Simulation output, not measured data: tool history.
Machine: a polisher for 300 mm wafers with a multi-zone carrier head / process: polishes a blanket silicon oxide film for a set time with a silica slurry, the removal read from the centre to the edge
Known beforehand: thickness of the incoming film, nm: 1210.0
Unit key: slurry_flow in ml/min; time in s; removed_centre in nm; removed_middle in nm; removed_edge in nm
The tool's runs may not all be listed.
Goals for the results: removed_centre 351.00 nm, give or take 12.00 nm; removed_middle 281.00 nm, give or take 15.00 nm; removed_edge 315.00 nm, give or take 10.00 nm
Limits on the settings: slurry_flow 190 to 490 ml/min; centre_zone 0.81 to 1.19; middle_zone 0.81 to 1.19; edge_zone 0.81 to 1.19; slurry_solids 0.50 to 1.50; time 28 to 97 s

run 1 hour=0.0 | slurry_flow=315 centre_zone=1.00 middle_zone=1.00 edge_zone=1.00 slurry_solids=1.00 time=62 | removed_centre=255.87 removed_middle=253.15 removed_edge=257.48
run 2 hour=3.1 | slurry_flow=285 centre_zone=1.00 middle_zone=1.00 edge_zone=1.00 slurry_solids=1.00 time=62 | removed_centre=252.88 removed_middle=262.42 removed_edge=253.56
run 3 hour=3.7 | slurry_flow=285 centre_zone=1.00 middle_zone=1.00 edge_zone=1.00 slurry_solids=0.90 time=62 | removed_centre=240.60 removed_middle=250.21 removed_edge=242.27
run 4 hour=12.7 | slurry_flow=285 centre_zone=1.04 middle_zone=1.00 edge_zone=1.00 slurry_solids=0.90 time=62 | removed_centre=248.61 removed_middle=243.53 removed_edge=240.82
run 5 hour=21.6 | slurry_flow=285 centre_zone=1.04 middle_zone=1.00 edge_zone=1.00 slurry_solids=0.90 time=48 | removed_centre=195.03 removed_middle=189.92 removed_edge=187.86
run 6 hour=23.1 | slurry_flow=285 centre_zone=1.04 middle_zone=1.00 edge_zone=1.00 slurry_solids=0.90 time=62 | removed_centre=248.34 removed_middle=239.39 removed_edge=246.98
run 7 hour=26.9 | slurry_flow=290 centre_zone=1.07 middle_zone=1.01 edge_zone=1.00 slurry_solids=0.95 time=62 | removed_centre=262.06 removed_middle=247.81 removed_edge=248.23
run 8 hour=31.4 | slurry_flow=290 centre_zone=1.17 middle_zone=0.91 edge_zone=1.10 slurry_solids=1.20 time=64 | removed_centre=333.13 removed_middle=269.88 removed_edge=294.74
run 9 hour=37.5 | slurry_flow=295 centre_zone=1.17 middle_zone=0.91 edge_zone=1.11 slurry_solids=1.20 time=64 | removed_centre=334.38 removed_middle=263.20 removed_edge=305.10
run 10 hour=39.7 | slurry_flow=300 centre_zone=1.17 middle_zone=0.92 edge_zone=1.11 slurry_solids=1.20 time=64 | removed_centre=334.30 removed_middle=271.46 removed_edge=304.25
run 11 hour=45.0 | slurry_flow=305 centre_zone=1.17 middle_zone=0.92 edge_zone=1.11 slurry_solids=1.20 time=64 | removed_centre=332.46 removed_middle=265.63 removed_edge=302.29

Next run, 5 choices. One meets every target within its allowed miss, the rest don't. Which?
run A hour=50.3 | slurry_flow=285 centre_zone=1.19 middle_zone=0.95 edge_zone=0.98 slurry_solids=1.20 time=65 | removed_centre=? removed_middle=? removed_edge=?
run B hour=50.3 | slurry_flow=360 centre_zone=1.11 middle_zone=0.93 edge_zone=1.16 slurry_solids=1.25 time=64 | removed_centre=? removed_middle=? removed_edge=?
run C hour=50.3 | slurry_flow=335 centre_zone=1.11 middle_zone=0.87 edge_zone=1.12 slurry_solids=1.40 time=65 | removed_centre=? removed_middle=? removed_edge=?
run D hour=50.3 | slurry_flow=190 centre_zone=1.15 middle_zone=0.89 edge_zone=1.06 slurry_solids=1.40 time=66 | removed_centre=? removed_middle=? removed_edge=?
run E hour=50.3 | slurry_flow=390 centre_zone=1.16 middle_zone=0.83 edge_zone=1.17 slurry_solids=0.75 time=92 | removed_centre=? removed_middle=? removed_edge=?

move=A removed_centre=349.40 removed_middle=283.20 removed_edge=291.95
move=B removed_centre=331.87 removed_middle=283.11 removed_edge=315.81
move=C removed_centre=351.59 removed_middle=284.06 removed_edge=330.81
move=D removed_centre=354.88 removed_middle=282.96 removed_edge=319.43
move=E removed_centre=380.75 removed_middle=282.86 removed_edge=347.98
A: meets the target for the result that was furthest off, but another lies outside its allowed miss
B: as far off as the last run
C: meets the target for the result that was furthest off, but another lies outside its allowed miss
D: every result within its allowed miss
E: carries the result that was furthest off beyond its target, to the other side
D is the move that brings every result within its allowed miss.

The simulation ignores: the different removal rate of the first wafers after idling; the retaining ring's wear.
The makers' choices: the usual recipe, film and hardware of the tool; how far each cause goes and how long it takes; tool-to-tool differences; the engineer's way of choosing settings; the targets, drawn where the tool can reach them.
